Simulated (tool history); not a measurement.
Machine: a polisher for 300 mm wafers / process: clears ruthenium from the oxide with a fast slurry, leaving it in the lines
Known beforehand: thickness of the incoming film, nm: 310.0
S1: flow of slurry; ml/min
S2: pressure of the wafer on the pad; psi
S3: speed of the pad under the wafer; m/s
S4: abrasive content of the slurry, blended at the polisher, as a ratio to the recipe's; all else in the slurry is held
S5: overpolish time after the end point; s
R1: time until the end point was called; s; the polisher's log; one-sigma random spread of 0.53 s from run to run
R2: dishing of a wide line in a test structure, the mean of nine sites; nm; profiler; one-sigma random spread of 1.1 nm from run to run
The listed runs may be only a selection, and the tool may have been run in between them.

| run | hour | S1 | S2 | S3 | S4 | S5 | R1 | R2 |
|---|---|---|---|---|---|---|---|---|
| 1 | 0.0 | 305 | 3.1 | 0.84 | 1.0 | 12 | 76.898 | 37.635 |
| 2 | 2.6 | 305 | 3.1 | 0.84 | 1.0 | 8 | 77.940 | 25.781 |
| 3 | 8.8 | 360 | 3.1 | 0.84 | 1.0 | 8 | 75.528 | 26.807 |
| 4 | 9.6 | 345 | 3.4 | 0.84 | 1.0 | 11 | 69.262 | 37.016 |
|  | 16.6 | slurry nozzle cleaned |
| 5 | 16.6 | 335 | 3.6 | 0.84 | 1.0 | 13 | 62.282 | 47.755 |
| 6 | 21.5 | 335 | 3.6 | 0.84 | 1.0 | 17 | 63.618 | 59.762 |
| 7 | 23.0 | 335 | 3.7 | 0.84 | 1.0 | 17 | 60.719 | 61.078 |
| 8 | 25.4 | 335 | 3.7 | 0.84 | 1.0 | 17 | 60.977 | 59.921 |
| 9 | 26.6 | 335 | 3.8 | 0.84 | 1.0 | 18 | 59.139 | 65.028 |
| 10 | 34.8 | 335 | 3.9 | 0.84 | 1.0 | 18 | 58.286 | 65.907 |
| 11 | 39.4 | 345 | 3.9 | 0.84 | 1.0 | 18 | 57.463 | 66.201 |

Estimate the outcome of run 12 from the log above:
| 12 | 47.8 | 345 | 3.9 | 0.84 | 1.0 | 18 | ? | ? |

Logged for run 12: R1 58.303 s, R2 65.768 nm.

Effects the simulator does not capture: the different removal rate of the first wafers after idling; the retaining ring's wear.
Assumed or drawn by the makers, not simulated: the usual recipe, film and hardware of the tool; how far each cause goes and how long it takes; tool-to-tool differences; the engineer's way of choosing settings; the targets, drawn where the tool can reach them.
